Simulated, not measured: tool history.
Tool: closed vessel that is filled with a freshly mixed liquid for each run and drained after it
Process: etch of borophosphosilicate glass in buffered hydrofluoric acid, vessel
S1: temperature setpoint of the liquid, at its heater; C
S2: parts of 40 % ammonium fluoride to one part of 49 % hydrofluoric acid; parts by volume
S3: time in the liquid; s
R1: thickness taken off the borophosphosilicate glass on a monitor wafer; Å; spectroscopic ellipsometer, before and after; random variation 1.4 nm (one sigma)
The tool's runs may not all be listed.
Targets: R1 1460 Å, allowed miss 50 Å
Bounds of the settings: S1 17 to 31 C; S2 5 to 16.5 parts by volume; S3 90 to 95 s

run 1 day=0 | S1=23 S2=10 S3=90 | R1=1567.2
run 2 day=0.2 | S1=26.5 S2=10 S3=90 | R1=1933.2
run 3 day=0.242 | S1=26.5 S2=12 S3=90 | R1=1611.3
run 4 day=0.467 | S1=26 S2=12 S3=90 | R1=1554.5
run 5 day=0.6 | S1=26 S2=12 S3=95 | R1=1651.8
run 6 day=0.654 | S1=25.5 S2=12 S3=95 | R1=1563.8
run 7 day=0.771 | S1=25 S2=12 S3=95 | R1=1574.1
-- day=0.938 thermometer replaced
run 8 day=0.938 | S1=24.5 S2=12 S3=95 | R1=1708.9
run 9 day=1.262 | S1=24 S2=12.5 S3=95 | R1=1606
run 10 day=1.3 | S1=23.5 S2=12.5 S3=95 | R1=1507.9

4 next moves are on the table. One of them brings every result within its allowed miss. Which?
run A day=1.338 | S1=23.5 S2=11.5 S3=90 | R1=?
run B day=1.338 | S1=24 S2=13.5 S3=95 | R1=?
run C day=1.338 | S1=22.5 S2=11.5 S3=95 | R1=?
run D day=1.338 | S1=24 S2=12 S3=90 | R1=?

move=A R1=1570.4
move=B R1=1454.5
move=C R1=1570
move=D R1=1547.3
A: further off than the last run
B: meets every target
C: further off than the last run
D: further off than the last run
The right move is B.

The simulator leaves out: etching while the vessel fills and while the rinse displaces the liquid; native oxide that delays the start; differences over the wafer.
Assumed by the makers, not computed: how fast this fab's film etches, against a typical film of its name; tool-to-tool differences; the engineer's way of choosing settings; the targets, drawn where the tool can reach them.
